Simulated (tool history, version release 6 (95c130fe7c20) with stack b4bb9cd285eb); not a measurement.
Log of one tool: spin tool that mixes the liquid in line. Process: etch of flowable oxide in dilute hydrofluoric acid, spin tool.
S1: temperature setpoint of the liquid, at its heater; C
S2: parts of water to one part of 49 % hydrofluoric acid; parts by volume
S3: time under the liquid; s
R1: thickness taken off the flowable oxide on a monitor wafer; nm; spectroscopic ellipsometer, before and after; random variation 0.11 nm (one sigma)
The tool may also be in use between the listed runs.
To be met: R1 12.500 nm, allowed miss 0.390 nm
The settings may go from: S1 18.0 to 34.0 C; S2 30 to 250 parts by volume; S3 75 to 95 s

run  hour    S1   S2  S3      R1
  1   0.0  26.0  140  95  19.040
  2   2.6  24.5  145  95  17.499
  3   3.9  24.5  110  95  23.951
  4  12.9  23.0  125  95  19.207
  5  15.8  22.0  130  95  17.999
  6  20.1  21.0  135  95  16.513
  7  22.9  20.5  140  95  15.671
  8  31.3  20.0  145  95  14.806
  9  37.4  18.0  160  95  11.933

Which of these 4 next moves meets every target?
  A  43.5  20.5  170  90   ?
  B  43.5  18.0  165  95   ?
  C  43.5  22.0  170  90   ?
  D  43.5  18.0  145  95   ?

move      R1
   A  11.642
   B  11.523
   C  12.340
   D  13.374
A: further off than the last run
B: further off than the last run
C: meets every target
D: takes the result that was furthest off past its target
The right move is C.

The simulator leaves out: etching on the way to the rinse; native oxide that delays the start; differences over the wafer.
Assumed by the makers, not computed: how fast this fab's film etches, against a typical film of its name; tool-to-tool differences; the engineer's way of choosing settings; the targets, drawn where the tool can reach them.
